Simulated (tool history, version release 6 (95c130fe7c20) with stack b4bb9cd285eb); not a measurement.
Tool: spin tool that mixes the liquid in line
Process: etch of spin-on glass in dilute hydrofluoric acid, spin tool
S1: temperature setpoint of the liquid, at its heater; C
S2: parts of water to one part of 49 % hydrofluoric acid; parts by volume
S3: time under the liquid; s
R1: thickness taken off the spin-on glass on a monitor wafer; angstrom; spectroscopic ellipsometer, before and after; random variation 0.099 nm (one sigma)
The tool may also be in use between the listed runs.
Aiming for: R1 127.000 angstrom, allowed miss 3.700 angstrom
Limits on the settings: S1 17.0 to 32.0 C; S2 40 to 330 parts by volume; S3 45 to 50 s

| run | hour | S1 | S2 | S3 | R1 |
|---|---|---|---|---|---|
| 1 | 0.0 | 24.0 | 185 | 45 | 72.066 |
| 2 | 2.9 | 24.0 | 185 | 50 | 79.650 |
| 3 | 5.3 | 24.0 | 185 | 50 | 79.871 |
| 4 | 9.1 | 25.0 | 180 | 50 | 85.978 |
| 5 | 14.9 | 25.0 | 180 | 45 | 77.326 |
| 6 | 16.0 | 25.0 | 180 | 50 | 85.604 |
| 7 | 16.6 | 26.0 | 175 | 50 | 91.566 |
| 8 | 19.4 | 27.0 | 170 | 50 | 98.560 |

Consider the 5 candidate settings below. Which is the only one whose results all fall within their allowed miss of target?
| A | 22.2 | 26.5 | 135 | 50 | ? |
| B | 22.2 | 26.0 | 145 | 50 | ? |
| C | 22.2 | 28.0 | 150 | 50 | ? |
| D | 22.2 | 27.5 | 150 | 50 | ? |
| E | 22.2 | 24.0 | 205 | 45 | ? |

| move | R1 |
|---|---|
| A | 129.860 |
| B | 117.210 |
| C | 121.300 |
| D | 119.090 |
| E | 64.709 |
A: hits every target within its allowed miss
B: nearer than the last run, and not there yet
C: nearer than the last run, and not there yet
D: nearer than the last run, and not there yet
E: moves away from the targets compared with the last run
Move A is the one to make.
